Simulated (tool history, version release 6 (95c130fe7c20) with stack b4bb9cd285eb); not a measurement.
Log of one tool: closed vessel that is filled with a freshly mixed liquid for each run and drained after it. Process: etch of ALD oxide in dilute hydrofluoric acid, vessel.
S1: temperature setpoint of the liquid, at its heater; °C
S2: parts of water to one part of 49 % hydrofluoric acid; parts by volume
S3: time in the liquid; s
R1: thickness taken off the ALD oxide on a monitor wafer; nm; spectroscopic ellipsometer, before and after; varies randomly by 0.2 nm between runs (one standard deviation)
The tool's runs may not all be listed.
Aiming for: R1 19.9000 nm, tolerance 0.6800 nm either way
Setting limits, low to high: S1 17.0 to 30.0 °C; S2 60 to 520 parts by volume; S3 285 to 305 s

run,hour,S1,S2,S3,R1
1,0.0,22.0,290,285,13.3140
2,7.8,22.0,290,285,13.1140
3,9.2,22.0,290,305,14.0260
4,17.6,19.5,290,305,13.0500
5,24.8,19.5,290,305,12.8240
6,28.6,19.5,390,305,8.7847
7,34.3,23.5,275,305,15.8480
8,43.4,25.0,270,305,17.2410

Which of these 4 next moves meets every target?
A,52.5,25.0,255,305,?
B,52.5,25.5,255,295,?
C,52.5,27.0,245,290,?
D,52.5,25.0,260,305,?

move,R1
A,18.5870
B,18.2960
C,19.9370
D,18.1350
A: gains on the last run, yet a result remains outside its allowed miss
B: gains on the last run, yet a result remains outside its allowed miss
C: all results land within tolerance of their targets
D: gains on the last run, yet a result remains outside its allowed miss
Go with C: it meets all targets.
